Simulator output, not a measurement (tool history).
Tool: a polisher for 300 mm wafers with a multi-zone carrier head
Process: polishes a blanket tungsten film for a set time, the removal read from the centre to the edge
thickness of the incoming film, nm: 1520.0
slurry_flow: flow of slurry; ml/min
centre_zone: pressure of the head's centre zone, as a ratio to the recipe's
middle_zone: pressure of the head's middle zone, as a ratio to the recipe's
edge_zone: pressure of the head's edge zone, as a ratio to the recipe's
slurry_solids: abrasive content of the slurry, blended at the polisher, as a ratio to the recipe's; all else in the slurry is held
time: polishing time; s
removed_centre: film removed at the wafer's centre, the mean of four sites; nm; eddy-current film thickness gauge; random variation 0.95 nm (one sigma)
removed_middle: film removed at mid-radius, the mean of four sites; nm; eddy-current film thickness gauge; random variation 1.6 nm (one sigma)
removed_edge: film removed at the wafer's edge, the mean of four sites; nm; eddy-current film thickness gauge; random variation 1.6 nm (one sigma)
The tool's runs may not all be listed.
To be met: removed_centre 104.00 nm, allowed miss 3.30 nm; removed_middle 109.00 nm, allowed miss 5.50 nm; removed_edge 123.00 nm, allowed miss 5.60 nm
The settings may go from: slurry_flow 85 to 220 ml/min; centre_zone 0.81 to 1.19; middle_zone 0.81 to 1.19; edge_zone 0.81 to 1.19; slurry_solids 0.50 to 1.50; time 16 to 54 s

{"run": 1, "hour": 0.0, "slurry_flow": 140, "centre_zone": 1.0, "middle_zone": 1.0, "edge_zone": 1.0, "slurry_solids": 1.0, "time": 35, "removed_centre": 196.63, "removed_middle": 194.09, "removed_edge": 194.54}
{"run": 2, "hour": 8.6, "slurry_flow": 130, "centre_zone": 0.97, "middle_zone": 0.97, "edge_zone": 0.99, "slurry_solids": 0.9, "time": 33, "removed_centre": 169.62, "removed_middle": 180.13, "removed_edge": 176.89}
{"run": 3, "hour": 17.2, "slurry_flow": 130, "centre_zone": 0.97, "middle_zone": 0.94, "edge_zone": 1.02, "slurry_solids": 0.85, "time": 30, "removed_centre": 155.48, "removed_middle": 153.78, "removed_edge": 157.92}
{"run": 4, "hour": 23.5, "slurry_flow": 130, "centre_zone": 0.97, "middle_zone": 0.94, "edge_zone": 0.96, "slurry_solids": 0.85, "time": 30, "removed_centre": 151.83, "removed_middle": 154.53, "removed_edge": 157.69}
{"run": 5, "hour": 28.2, "slurry_flow": 130, "centre_zone": 0.97, "middle_zone": 0.87, "edge_zone": 0.96, "slurry_solids": 0.85, "time": 30, "removed_centre": 155.07, "removed_middle": 145.95, "removed_edge": 157.44}
{"run": 6, "hour": 32.4, "slurry_flow": 125, "centre_zone": 0.94, "middle_zone": 0.86, "edge_zone": 0.97, "slurry_solids": 0.8, "time": 29, "removed_centre": 142.96, "removed_middle": 138.89, "removed_edge": 150.36}
{"run": 7, "hour": 39.2, "slurry_flow": 120, "centre_zone": 0.92, "middle_zone": 0.85, "edge_zone": 0.98, "slurry_solids": 0.75, "time": 28, "removed_centre": 131.73, "removed_middle": 128.61, "removed_edge": 140.35}
{"run": 8, "hour": 41.7, "slurry_flow": 115, "centre_zone": 0.9, "middle_zone": 0.84, "edge_zone": 0.99, "slurry_solids": 0.7, "time": 28, "removed_centre": 125.81, "removed_middle": 126.88, "removed_edge": 141.06}
{"run": 9, "hour": 43.1, "slurry_flow": 110, "centre_zone": 0.89, "middle_zone": 0.84, "edge_zone": 0.99, "slurry_solids": 0.65, "time": 27, "removed_centre": 116.6, "removed_middle": 117.41, "removed_edge": 132.85}
{"run": 10, "hour": 52.0, "slurry_flow": 105, "centre_zone": 0.88, "middle_zone": 0.84, "edge_zone": 0.98, "slurry_solids": 0.65, "time": 27, "removed_centre": 113.41, "removed_middle": 116.01, "removed_edge": 129.48}
{"run": 11, "hour": 57.1, "slurry_flow": 100, "centre_zone": 0.87, "middle_zone": 0.84, "edge_zone": 0.98, "slurry_solids": 0.65, "time": 27, "removed_centre": 110.94, "removed_middle": 113.21, "removed_edge": 130.51}
{"run": 12, "hour": 65.9, "slurry_flow": 100, "centre_zone": 0.87, "middle_zone": 0.84, "edge_zone": 0.97, "slurry_solids": 0.65, "time": 27, "removed_centre": 112.42, "removed_middle": 113.25, "removed_edge": 126.85}
{"run": 13, "hour": 73.1, "slurry_flow": 100, "centre_zone": 0.87, "middle_zone": 0.84, "edge_zone": 0.97, "slurry_solids": 0.65, "time": 27, "removed_centre": 110.46, "removed_middle": 116.35, "removed_edge": 128.92}
{"run": 14, "hour": 81.5, "slurry_flow": 95, "centre_zone": 0.87, "middle_zone": 0.83, "edge_zone": 0.96, "slurry_solids": 0.6, "time": 27, "removed_centre": 107.74, "removed_middle": 109.47, "removed_edge": 125.12}

4 next moves are on the table. One of them brings every result within its allowed miss. Which?
{"run": "A", "hour": 89.9, "slurry_flow": 100, "centre_zone": 0.9, "middle_zone": 0.81, "edge_zone": 0.99, "slurry_solids": 0.65, "time": 26, "removed_centre": "?", "removed_middle": "?", "removed_edge": "?"}
{"run": "B", "hour": 89.9, "slurry_flow": 90, "centre_zone": 0.99, "middle_zone": 0.83, "edge_zone": 1.01, "slurry_solids": 0.6, "time": 26, "removed_centre": "?", "removed_middle": "?", "removed_edge": "?"}
{"run": "C", "hour": 89.9, "slurry_flow": 100, "centre_zone": 0.94, "middle_zone": 0.82, "edge_zone": 0.89, "slurry_solids": 0.7, "time": 26, "removed_centre": "?", "removed_middle": "?", "removed_edge": "?"}
{"run": "D", "hour": 89.9, "slurry_flow": 105, "centre_zone": 0.83, "middle_zone": 0.81, "edge_zone": 0.95, "slurry_solids": 0.5, "time": 27, "removed_centre": "?", "removed_middle": "?", "removed_edge": "?"}

move=A removed_centre=109.74 removed_middle=107.37 removed_edge=127.29
move=B removed_centre=112.62 removed_middle=103.85 removed_edge=123.97
move=C removed_centre=115.07 removed_middle=109.39 removed_edge=122.41
move=D removed_centre=104.69 removed_middle=109.33 removed_edge=126.40
A: further off than the last run
B: further off than the last run
C: further off than the last run
D: meets every target
Answer: D

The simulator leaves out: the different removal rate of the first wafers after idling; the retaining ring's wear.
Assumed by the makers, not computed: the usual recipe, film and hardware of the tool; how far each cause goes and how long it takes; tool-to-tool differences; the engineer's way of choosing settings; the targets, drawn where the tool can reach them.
